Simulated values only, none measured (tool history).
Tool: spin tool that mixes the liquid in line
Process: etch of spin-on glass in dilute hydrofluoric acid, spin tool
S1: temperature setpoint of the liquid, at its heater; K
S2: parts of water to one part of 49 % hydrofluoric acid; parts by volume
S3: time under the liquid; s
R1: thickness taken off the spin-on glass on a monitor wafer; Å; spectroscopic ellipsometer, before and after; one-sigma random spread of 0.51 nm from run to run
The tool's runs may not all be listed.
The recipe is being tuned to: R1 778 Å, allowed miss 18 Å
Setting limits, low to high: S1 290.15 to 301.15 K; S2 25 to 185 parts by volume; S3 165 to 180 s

run	hour	S1	S2	S3	R1
1	0	293.15	105	165	564.72
2	1.6	293.15	90	165	666.71
3	8.6	293.65	90	165	678.88
4	12.6	294.15	90	165	698.14
5	14.4	294.15	70	165	916.01
6	21.8	293.65	70	165	894.64
7	23.9	293.15	70	165	875.29
# hour 29.4: thermometer replaced
8	29.4	292.65	70	165	927.11
9	33.4	293.15	70	165	953.98
10	34.5	293.15	80	165	823.61
11	41.8	293.65	80	165	840.9
12	48.7	293.15	80	165	818.26
13	54.2	293.15	80	165	831.76

Pick the move, out of 4, that brings all results within their allowed miss; only one does.
A	59.7	291.65	75	165	?
B	59.7	293.65	95	175	?
C	59.7	296.65	95	165	?
D	59.7	293.65	90	165	?

move	R1
A	827.08
B	735.9
C	783.44
D	736.59
A: gains on the last run, yet a result remains outside its allowed miss
B: pushes the last run's worst result past its target
C: hits every target within its allowed miss
D: pushes the last run's worst result past its target
The move that meets every target is C.

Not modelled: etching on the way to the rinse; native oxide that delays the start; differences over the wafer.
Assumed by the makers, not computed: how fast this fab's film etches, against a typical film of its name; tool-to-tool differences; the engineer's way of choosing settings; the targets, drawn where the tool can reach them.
